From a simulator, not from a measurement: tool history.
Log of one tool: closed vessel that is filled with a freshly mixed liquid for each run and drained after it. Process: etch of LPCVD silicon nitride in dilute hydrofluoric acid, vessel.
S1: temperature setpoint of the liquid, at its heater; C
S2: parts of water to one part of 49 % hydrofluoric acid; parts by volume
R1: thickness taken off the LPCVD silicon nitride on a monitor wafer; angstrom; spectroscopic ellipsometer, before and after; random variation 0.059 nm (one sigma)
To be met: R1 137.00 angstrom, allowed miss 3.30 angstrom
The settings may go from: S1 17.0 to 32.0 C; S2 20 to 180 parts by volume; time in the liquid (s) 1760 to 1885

{"run": 1, "hour": 0.0, "S1": 24.0, "S2": 100, "time in the liquid (s)": 1760, "R1": 107.06}
{"run": 2, "hour": 7.6, "S1": 24.5, "S2": 100, "time in the liquid (s)": 1760, "R1": 110.16}
{"run": 3, "hour": 14.9, "S1": 24.5, "S2": 100, "time in the liquid (s)": 1760, "R1": 109.55}
{"run": 4, "hour": 21.7, "S1": 24.5, "S2": 100, "time in the liquid (s)": 1760, "R1": 110.09}
{"run": 5, "hour": 24.8, "S1": 24.5, "S2": 70, "time in the liquid (s)": 1760, "R1": 156.32}
{"run": 6, "hour": 29.7, "S1": 24.5, "S2": 55, "time in the liquid (s)": 1760, "R1": 198.75}
{"run": 7, "hour": 36.7, "S1": 23.5, "S2": 55, "time in the liquid (s)": 1760, "R1": 185.95}
{"run": 8, "hour": 44.7, "S1": 22.5, "S2": 55, "time in the liquid (s)": 1760, "R1": 172.79}
{"run": 9, "hour": 52.9, "S1": 22.0, "S2": 55, "time in the liquid (s)": 1760, "R1": 167.2}
{"run": 10, "hour": 59.8, "S1": 21.5, "S2": 55, "time in the liquid (s)": 1760, "R1": 161.61}
{"run": 11, "hour": 61.9, "S1": 21.0, "S2": 55, "time in the liquid (s)": 1760, "R1": 156.67}
{"run": 12, "hour": 68.1, "S1": 20.5, "S2": 55, "time in the liquid (s)": 1760, "R1": 150.98}
{"run": 13, "hour": 70.2, "S1": 19.5, "S2": 55, "time in the liquid (s)": 1760, "R1": 141.56}

Which of these 4 next moves meets every target?
{"run": "A", "hour": 72.3, "S1": 17.5, "S2": 55, "time in the liquid (s)": 1855, "R1": "?"}
{"run": "B", "hour": 72.3, "S1": 22.0, "S2": 70, "time in the liquid (s)": 1840, "R1": "?"}
{"run": "C", "hour": 72.3, "S1": 20.5, "S2": 60, "time in the liquid (s)": 1825, "R1": "?"}
{"run": "D", "hour": 72.3, "S1": 18.5, "S2": 50, "time in the liquid (s)": 1800, "R1": "?"}

move=A R1=129.50
move=B R1=138.69
move=C R1=144.34
move=D R1=147.90
A: takes the result that was furthest off past its target
B: meets every target
C: further off than the last run
D: further off than the last run
Answer: B
